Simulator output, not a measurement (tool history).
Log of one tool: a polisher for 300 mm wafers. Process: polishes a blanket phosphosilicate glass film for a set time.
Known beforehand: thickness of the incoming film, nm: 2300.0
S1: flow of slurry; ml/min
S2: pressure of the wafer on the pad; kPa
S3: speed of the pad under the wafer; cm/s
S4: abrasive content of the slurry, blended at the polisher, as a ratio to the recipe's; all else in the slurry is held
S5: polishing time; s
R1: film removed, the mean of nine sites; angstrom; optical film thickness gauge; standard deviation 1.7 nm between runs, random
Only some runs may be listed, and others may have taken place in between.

run 1 hour=0.0 | S1=180 S2=17.9 S3=86 S4=1.0 S5=21 | R1=1584.8
run 2 hour=4.4 | S1=180 S2=17.9 S3=86 S4=1.0 S5=21 | R1=1583.9
run 3 hour=11.7 | S1=190 S2=19.3 S3=86 S4=1.0 S5=21 | R1=1691.6
run 4 hour=12.6 | S1=190 S2=19.3 S3=86 S4=1.0 S5=19 | R1=1533.9
run 5 hour=19.2 | S1=190 S2=19.3 S3=68 S4=1.0 S5=19 | R1=1341.8
run 6 hour=20.6 | S1=190 S2=21.4 S3=68 S4=1.0 S5=19 | R1=1492.2
run 7 hour=28.8 | S1=190 S2=21.4 S3=68 S4=1.0 S5=19 | R1=1478.7
run 8 hour=33.7 | S1=190 S2=23.4 S3=68 S4=1.0 S5=19 | R1=1637.7

Estimate the outcome of run 9 from the log above:
run 9 hour=35.2 | S1=190 S2=24.8 S3=68 S4=1.0 S5=19 | R1=?

{"run 9": {"R1": 1732.2}}
